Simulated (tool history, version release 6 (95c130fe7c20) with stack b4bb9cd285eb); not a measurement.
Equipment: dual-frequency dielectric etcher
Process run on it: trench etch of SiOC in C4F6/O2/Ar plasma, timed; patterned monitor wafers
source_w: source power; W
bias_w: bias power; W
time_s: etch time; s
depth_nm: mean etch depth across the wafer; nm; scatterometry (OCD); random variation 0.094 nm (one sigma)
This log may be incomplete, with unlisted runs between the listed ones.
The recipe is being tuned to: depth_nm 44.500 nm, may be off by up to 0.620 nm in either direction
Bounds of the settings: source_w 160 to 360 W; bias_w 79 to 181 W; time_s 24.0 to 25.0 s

{"run": 1, "hour": 0.0, "source_w": 260, "bias_w": 130, "time_s": 24.0, "depth_nm": 37.162}
{"run": 2, "hour": 4.3, "source_w": 280, "bias_w": 130, "time_s": 24.0, "depth_nm": 38.178}
{"run": 3, "hour": 7.0, "source_w": 290, "bias_w": 132, "time_s": 24.0, "depth_nm": 38.843}
{"run": 4, "hour": 9.9, "source_w": 300, "bias_w": 134, "time_s": 24.0, "depth_nm": 39.735}
{"run": 5, "hour": 12.1, "source_w": 300, "bias_w": 118, "time_s": 24.0, "depth_nm": 38.191}
{"run": 6, "hour": 15.0, "source_w": 300, "bias_w": 135, "time_s": 24.0, "depth_nm": 39.777}
{"run": 7, "hour": 23.9, "source_w": 310, "bias_w": 137, "time_s": 24.0, "depth_nm": 40.497}
{"run": 8, "hour": 32.9, "source_w": 320, "bias_w": 138, "time_s": 24.0, "depth_nm": 41.033}
{"run": 9, "hour": 34.5, "source_w": 320, "bias_w": 140, "time_s": 24.0, "depth_nm": 41.345}
{"run": 10, "hour": 42.6, "source_w": 320, "bias_w": 141, "time_s": 24.0, "depth_nm": 41.282}
{"run": 11, "hour": 49.9, "source_w": 320, "bias_w": 142, "time_s": 24.0, "depth_nm": 41.5}

Next run, 5 choices. One meets every target within its allowed miss, the rest don't. Which?
{"run": "A", "hour": 57.2, "source_w": 330, "bias_w": 140, "time_s": 25.0, "depth_nm": "?"}
{"run": "B", "hour": 57.2, "source_w": 330, "bias_w": 148, "time_s": 24.5, "depth_nm": "?"}
{"run": "C", "hour": 57.2, "source_w": 350, "bias_w": 135, "time_s": 24.5, "depth_nm": "?"}
{"run": "D", "hour": 57.2, "source_w": 340, "bias_w": 152, "time_s": 24.0, "depth_nm": "?"}
{"run": "E", "hour": 57.2, "source_w": 320, "bias_w": 159, "time_s": 25.0, "depth_nm": "?"}

move=A depth_nm=43.490
move=B depth_nm=43.358
move=C depth_nm=43.134
move=D depth_nm=43.328
move=E depth_nm=44.709
A: nearer than the last run, and not there yet
B: nearer than the last run, and not there yet
C: nearer than the last run, and not there yet
D: nearer than the last run, and not there yet
E: every result lands within tolerance
So the answer is move E, the one that meets all the targets.

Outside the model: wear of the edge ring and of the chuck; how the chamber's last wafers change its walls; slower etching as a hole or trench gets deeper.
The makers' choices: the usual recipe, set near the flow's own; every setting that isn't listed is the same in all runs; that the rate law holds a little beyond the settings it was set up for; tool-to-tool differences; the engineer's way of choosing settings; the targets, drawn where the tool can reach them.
